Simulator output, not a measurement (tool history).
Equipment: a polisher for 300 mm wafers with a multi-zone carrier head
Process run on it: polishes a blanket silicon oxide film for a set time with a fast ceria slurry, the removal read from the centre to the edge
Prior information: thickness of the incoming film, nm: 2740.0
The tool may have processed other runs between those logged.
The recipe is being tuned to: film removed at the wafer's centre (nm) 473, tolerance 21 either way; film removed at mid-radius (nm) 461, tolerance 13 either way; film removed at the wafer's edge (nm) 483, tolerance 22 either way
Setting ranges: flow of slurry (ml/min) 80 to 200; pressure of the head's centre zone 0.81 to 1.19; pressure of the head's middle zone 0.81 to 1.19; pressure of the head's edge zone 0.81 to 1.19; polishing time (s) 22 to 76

| run | hour | flow of slurry (ml/min) | pressure of the head's centre zone | pressure of the head's middle zone | pressure of the head's edge zone | polishing time (s) | film removed at the wafer's centre (nm) | film removed at mid-radius (nm) | film removed at the wafer's edge (nm) |
|---|---|---|---|---|---|---|---|---|---|
| 1 | 0 | 130 | 1 | 1 | 1 | 49 | 821.28 | 813.56 | 805.37 |
| 2 | 1.4 | 130 | 1 | 1 | 1 | 60 | 1007.4 | 995.53 | 1000.5 |
| 3 | 2.7 | 130 | 1 | 1.09 | 1 | 60 | 1024.4 | 1071.8 | 991.41 |
| 4 | 3.5 | 120 | 0.99 | 1.02 | 0.97 | 49 | 788.88 | 811.19 | 801.42 |
| 5 | 10.3 | 120 | 0.99 | 1.02 | 0.97 | 44 | 717.76 | 735.92 | 704.18 |
| 6 | 18.6 | 115 | 0.98 | 0.98 | 0.96 | 38 | 607.66 | 605.54 | 623.64 |
| 7 | 20.4 | 120 | 0.97 | 0.96 | 0.94 | 34 | 552.07 | 534 | 551.69 |
| 8 | 23.6 | 125 | 0.94 | 0.94 | 0.91 | 33 | 520.68 | 510.97 | 520.57 |

Exercise: of the 5 proposed moves below, exactly one satisfies all targets within the stated allowed misses. Which move is it?
| A | 26.8 | 100 | 0.88 | 0.85 | 1.04 | 32 | ? | ? | ? |
| B | 26.8 | 145 | 0.93 | 1.02 | 0.84 | 32 | ? | ? | ? |
| C | 26.8 | 135 | 0.9 | 1.12 | 0.91 | 32 | ? | ? | ? |
| D | 26.8 | 115 | 1 | 0.98 | 1.03 | 29 | ? | ? | ? |
| E | 26.8 | 155 | 1.12 | 0.88 | 0.84 | 31 | ? | ? | ? |

| move | film removed at the wafer's centre (nm) | film removed at mid-radius (nm) | film removed at the wafer's edge (nm) |
|---|---|---|---|
| A | 434.32 | 440.73 | 527.1 |
| B | 499.63 | 551.85 | 500.66 |
| C | 476.82 | 590.2 | 513.81 |
| D | 463.56 | 462.72 | 484.29 |
| E | 590.61 | 477.33 | 489.85 |
A: takes the biggest miss from the last run beyond its target
B: its largest miss is bigger than the last run's
C: its largest miss is bigger than the last run's
D: meets every target
E: its largest miss is bigger than the last run's
Answer: D
